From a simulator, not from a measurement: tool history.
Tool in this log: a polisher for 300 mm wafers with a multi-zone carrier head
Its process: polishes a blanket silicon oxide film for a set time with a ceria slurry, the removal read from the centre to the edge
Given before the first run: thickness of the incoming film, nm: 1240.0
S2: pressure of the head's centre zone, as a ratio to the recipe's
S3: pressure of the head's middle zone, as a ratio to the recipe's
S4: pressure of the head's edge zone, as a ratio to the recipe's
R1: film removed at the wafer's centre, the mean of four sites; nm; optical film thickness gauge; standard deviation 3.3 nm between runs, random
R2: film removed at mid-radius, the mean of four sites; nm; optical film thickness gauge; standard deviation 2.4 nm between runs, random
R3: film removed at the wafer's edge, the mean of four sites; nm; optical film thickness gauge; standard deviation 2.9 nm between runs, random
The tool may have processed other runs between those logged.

{"run": 1, "hour": 0.0, "flow of slurry (ml/min)": 290, "S2": 1, "S3": 1, "S4": 1, "polishing time (s)": 57, "R1": 345.15, "R2": 344.43, "R3": 350.98}
{"run": 2, "hour": 4.3, "flow of slurry (ml/min)": 220, "S2": 1, "S3": 1, "S4": 1, "polishing time (s)": 57, "R1": 332.22, "R2": 333.11, "R3": 342.01}
{"run": 3, "hour": 7.1, "flow of slurry (ml/min)": 260, "S2": 1.05, "S3": 1, "S4": 1.03, "polishing time (s)": 58, "R1": 369.63, "R2": 344.5, "R3": 355.82}
{"run": 4, "hour": 7.8, "flow of slurry (ml/min)": 260, "S2": 1.05, "S3": 1, "S4": 1.03, "polishing time (s)": 47, "R1": 294.48, "R2": 280.04, "R3": 291.59}
{"run": 5, "hour": 12.7, "flow of slurry (ml/min)": 260, "S2": 1.01, "S3": 1, "S4": 1.03, "polishing time (s)": 47, "R1": 284.96, "R2": 279.11, "R3": 290.6}
{"run": 6, "hour": 17.6, "flow of slurry (ml/min)": 290, "S2": 1.05, "S3": 1.01, "S4": 1.07, "polishing time (s)": 51, "R1": 327.38, "R2": 310.44, "R3": 325.89}
{"run": 7, "hour": 25.0, "flow of slurry (ml/min)": 320, "S2": 1.09, "S3": 1.01, "S4": 1.09, "polishing time (s)": 53, "R1": 356.54, "R2": 326.43, "R3": 341.98}
{"run": 8, "hour": 30.3, "flow of slurry (ml/min)": 370, "S2": 1.19, "S3": 0.97, "S4": 1.12, "polishing time (s)": 65, "R1": 476.96, "R2": 391.6, "R3": 427.51}

Run 9 comes next. What will it give?
{"run": 9, "hour": 31.5, "flow of slurry (ml/min)": 365, "S2": 1.19, "S3": 0.97, "S4": 1.1, "polishing time (s)": 65, "R1": "?", "R2": "?", "R3": "?"}

{"run 9": {"R1": 479.54, "R2": 387.52, "R3": 428.22}}
